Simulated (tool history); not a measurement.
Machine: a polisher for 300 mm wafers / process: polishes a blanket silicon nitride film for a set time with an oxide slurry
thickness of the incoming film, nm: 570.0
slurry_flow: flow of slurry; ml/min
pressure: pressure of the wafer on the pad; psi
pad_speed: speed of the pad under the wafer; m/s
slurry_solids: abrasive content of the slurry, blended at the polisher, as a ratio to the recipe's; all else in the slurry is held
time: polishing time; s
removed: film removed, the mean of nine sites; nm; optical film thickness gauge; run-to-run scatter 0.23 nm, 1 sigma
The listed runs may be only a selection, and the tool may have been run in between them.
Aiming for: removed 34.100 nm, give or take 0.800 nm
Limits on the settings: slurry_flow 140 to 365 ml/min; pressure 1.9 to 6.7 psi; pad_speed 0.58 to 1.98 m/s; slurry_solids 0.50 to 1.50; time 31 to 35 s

run	hour	slurry_flow	pressure	pad_speed	slurry_solids	time	removed
1	0.0	235	4.3	1.28	1.00	35	29.739
2	2.7	235	4.3	1.28	1.10	35	31.133
3	6.0	240	4.4	1.28	1.10	35	32.054
4	8.0	240	5.1	1.28	1.10	35	37.190
5	14.1	240	5.1	1.28	1.10	35	36.630
6	15.1	240	5.1	1.28	1.10	35	37.115
7	19.9	235	5.0	1.28	1.10	35	36.090
8	25.5	230	5.0	1.28	1.10	35	35.937
9	32.3	220	5.0	1.28	1.10	35	35.264

Which single option among these 5 for the next run brings every result within its allowed miss of target? Just one does.
A	39.1	190	5.5	1.18	1.15	34	?
B	39.1	230	5.3	1.22	1.20	32	?
C	39.1	250	5.3	1.22	1.05	33	?
D	39.1	210	5.9	1.24	0.95	35	?
E	39.1	205	4.9	1.32	1.10	32	?

move	removed
A	36.310
B	35.242
C	34.349
D	37.782
E	32.250
A: its largest miss is bigger than the last run's
B: about the same distance from the targets as the last run
C: meets every target
D: its largest miss is bigger than the last run's
E: the result that was furthest off in the last run now lies on the other side of its target
So the answer is move C, the one that meets all the targets.

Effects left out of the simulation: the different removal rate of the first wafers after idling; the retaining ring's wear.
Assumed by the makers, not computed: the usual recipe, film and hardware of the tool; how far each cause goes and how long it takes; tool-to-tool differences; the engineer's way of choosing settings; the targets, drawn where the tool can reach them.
